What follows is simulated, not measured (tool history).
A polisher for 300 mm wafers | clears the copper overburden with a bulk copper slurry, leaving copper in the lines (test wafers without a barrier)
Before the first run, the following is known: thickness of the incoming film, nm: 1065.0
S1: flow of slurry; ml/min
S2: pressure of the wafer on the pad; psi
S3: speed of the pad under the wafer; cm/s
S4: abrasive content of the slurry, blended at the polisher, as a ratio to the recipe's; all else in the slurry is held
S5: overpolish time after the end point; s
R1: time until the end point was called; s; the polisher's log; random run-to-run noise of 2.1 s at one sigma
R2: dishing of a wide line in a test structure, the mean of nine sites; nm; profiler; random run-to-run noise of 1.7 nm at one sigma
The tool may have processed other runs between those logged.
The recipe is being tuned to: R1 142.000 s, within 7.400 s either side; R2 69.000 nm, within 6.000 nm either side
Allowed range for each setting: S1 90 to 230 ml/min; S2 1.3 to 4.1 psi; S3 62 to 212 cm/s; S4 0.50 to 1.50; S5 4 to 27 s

run,hour,S1,S2,S3,S4,S5,R1,R2
1,0.0,150,2.7,136,1.00,14,68.670,82.793
2,2.4,150,2.7,136,1.00,17,70.581,90.270
3,3.5,150,2.5,134,1.00,18,76.034,87.415
4,11.9,150,2.4,130,1.00,19,78.657,86.991
5,14.2,150,2.4,130,1.00,22,78.145,90.788
6,20.6,150,2.3,126,1.00,23,82.363,94.366
7,27.6,150,2.2,122,1.00,23,92.458,86.533
8,31.9,145,1.5,118,1.00,25,118.550,78.386
9,40.7,145,1.5,116,1.00,25,116.500,73.882
10,48.7,140,1.3,96,1.00,27,156.970,66.582
# hour 54.3: head pressure recalibrated
11,54.3,145,1.4,96,1.00,26,161.130,67.584

Consider the 4 candidate settings below. Which is the only one whose results all fall within their allowed miss of target?
A,59.9,155,1.3,108,1.05,19,?,?
B,59.9,140,1.7,96,1.05,22,?,?
C,59.9,195,3.0,64,1.35,27,?,?
D,59.9,150,1.5,118,1.15,27,?,?

move,R1,R2
A,142.100,59.706
B,138.210,67.158
C,123.640,82.781
D,117.580,77.940
A: the worst result of the last run now meets its target, but another is out of spec
B: every result lands within tolerance
C: takes the result that was furthest off past its target
D: takes the result that was furthest off past its target
Move B is the one to make.

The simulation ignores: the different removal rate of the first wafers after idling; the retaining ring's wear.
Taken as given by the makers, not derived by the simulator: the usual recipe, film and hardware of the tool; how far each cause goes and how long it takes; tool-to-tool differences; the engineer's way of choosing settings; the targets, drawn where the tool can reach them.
